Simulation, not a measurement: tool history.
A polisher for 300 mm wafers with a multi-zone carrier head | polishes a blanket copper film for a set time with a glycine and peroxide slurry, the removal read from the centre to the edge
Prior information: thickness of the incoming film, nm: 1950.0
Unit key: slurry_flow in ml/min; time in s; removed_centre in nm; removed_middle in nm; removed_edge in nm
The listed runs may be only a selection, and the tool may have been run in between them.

{"run": 1, "hour": 0.0, "slurry_flow": 140, "centre_zone": 1.0, "middle_zone": 1.0, "edge_zone": 1.0, "time": 57, "removed_centre": 224.31, "removed_middle": 221.91, "removed_edge": 215.23}
{"run": 2, "hour": 2.2, "slurry_flow": 110, "centre_zone": 1.0, "middle_zone": 1.0, "edge_zone": 1.0, "time": 57, "removed_centre": 211.2, "removed_middle": 207.34, "removed_edge": 204.79}
{"run": 3, "hour": 7.0, "slurry_flow": 110, "centre_zone": 1.0, "middle_zone": 1.0, "edge_zone": 1.0, "time": 46, "removed_centre": 171.82, "removed_middle": 164.57, "removed_edge": 169.53}
{"run": 4, "hour": 12.1, "slurry_flow": 115, "centre_zone": 0.98, "middle_zone": 1.02, "edge_zone": 1.02, "time": 46, "removed_centre": 169.98, "removed_middle": 171.27, "removed_edge": 171.8}
{"run": 5, "hour": 18.4, "slurry_flow": 115, "centre_zone": 0.98, "middle_zone": 1.02, "edge_zone": 1.02, "time": 56, "removed_centre": 205.56, "removed_middle": 210.68, "removed_edge": 210.26}
{"run": 6, "hour": 23.0, "slurry_flow": 110, "centre_zone": 0.94, "middle_zone": 1.0, "edge_zone": 0.98, "time": 55, "removed_centre": 190.79, "removed_middle": 200.75, "removed_edge": 198.52}
{"run": 7, "hour": 31.1, "slurry_flow": 105, "centre_zone": 0.92, "middle_zone": 0.99, "edge_zone": 0.96, "time": 54, "removed_centre": 181.27, "removed_middle": 189.98, "removed_edge": 191.68}

Expected results for the next run?
{"run": 8, "hour": 31.9, "slurry_flow": 100, "centre_zone": 0.91, "middle_zone": 0.99, "edge_zone": 0.95, "time": 54, "removed_centre": "?", "removed_middle": "?", "removed_edge": "?"}

removed_centre: 175.13 nm
removed_middle: 189.54 nm
removed_edge: 195.17 nm
